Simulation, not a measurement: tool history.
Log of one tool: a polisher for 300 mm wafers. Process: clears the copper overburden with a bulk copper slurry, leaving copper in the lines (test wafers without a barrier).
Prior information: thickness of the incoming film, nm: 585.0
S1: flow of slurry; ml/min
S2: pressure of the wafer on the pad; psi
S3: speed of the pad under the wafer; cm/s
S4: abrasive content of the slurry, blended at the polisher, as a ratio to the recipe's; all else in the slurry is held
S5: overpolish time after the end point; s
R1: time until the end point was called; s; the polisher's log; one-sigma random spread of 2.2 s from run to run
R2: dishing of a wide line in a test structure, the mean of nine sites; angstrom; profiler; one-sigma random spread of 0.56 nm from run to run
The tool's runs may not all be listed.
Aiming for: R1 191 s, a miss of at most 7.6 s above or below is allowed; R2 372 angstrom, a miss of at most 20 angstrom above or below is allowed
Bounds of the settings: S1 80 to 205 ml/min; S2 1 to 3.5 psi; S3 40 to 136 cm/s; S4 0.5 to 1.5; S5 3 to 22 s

Run 1, hour 0: S1 135 ml/min, S2 2.2 psi, S3 88 cm/s, S4 1, S5 11 s. Result: R1 122.44 s, R2 422.76 angstrom.
Run 2, hour 1.8: S1 130 ml/min, S2 2 psi, S3 88 cm/s, S4 1, S5 12 s. Result: R1 134.58 s, R2 409.07 angstrom.
Run 3, hour 5.8: S1 130 ml/min, S2 2 psi, S3 88 cm/s, S4 1, S5 17 s. Result: R1 133.93 s, R2 536.84 angstrom.
Run 4, hour 13.5: S1 125 ml/min, S2 1.8 psi, S3 88 cm/s, S4 1, S5 17 s. Result: R1 147.35 s, R2 496.84 angstrom.
Run 5, hour 18.8: S1 125 ml/min, S2 2.3 psi, S3 88 cm/s, S4 1, S5 17 s. Result: R1 116.9 s, R2 615.25 angstrom.
Run 6, hour 20.8: S1 125 ml/min, S2 2 psi, S3 88 cm/s, S4 1, S5 17 s. Result: R1 133.11 s, R2 562.64 angstrom.
Run 7, hour 24.2: S1 125 ml/min, S2 1.8 psi, S3 88 cm/s, S4 1, S5 17 s. Result: R1 150.56 s, R2 485.3 angstrom.
Run 8, hour 32.8: S1 120 ml/min, S2 1.7 psi, S3 88 cm/s, S4 1, S5 17 s. Result: R1 162.66 s, R2 472.71 angstrom.
Run 9, hour 35.5: S1 115 ml/min, S2 1.6 psi, S3 88 cm/s, S4 1, S5 16 s. Result: R1 169.48 s, R2 433.93 angstrom.
Run 10, hour 43.9: S1 115 ml/min, S2 1.5 psi, S3 88 cm/s, S4 1, S5 16 s. Result: R1 179.33 s, R2 409.01 angstrom.
Run 11, hour 45: S1 110 ml/min, S2 1.5 psi, S3 88 cm/s, S4 1, S5 15 s. Result: R1 183.29 s, R2 377.59 angstrom.

Which of these 4 next moves meets every target?
Run A, hour 46.1: S1 110 ml/min, S2 1.6 psi, S3 88 cm/s, S4 0.95, S5 16 s. Result: R1 ?, R2 ?.
Run B, hour 46.1: S1 115 ml/min, S2 1.5 psi, S3 80 cm/s, S4 0.95, S5 16 s. Result: R1 ?, R2 ?.
Run C, hour 46.1: S1 115 ml/min, S2 1.6 psi, S3 82 cm/s, S4 1, S5 15 s. Result: R1 ?, R2 ?.
Run D, hour 46.1: S1 130 ml/min, S2 1.6 psi, S3 78 cm/s, S4 1.1, S5 14 s. Result: R1 ?, R2 ?.

move      R1      R2
   A  168.43  428.78
   B  187.96  389.93
   C  172.78  398.62
   D   171.4   379.1
A: misses by more than the last run did
B: in spec on every target
C: misses by more than the last run did
D: misses by more than the last run did
Move B is the one to make.
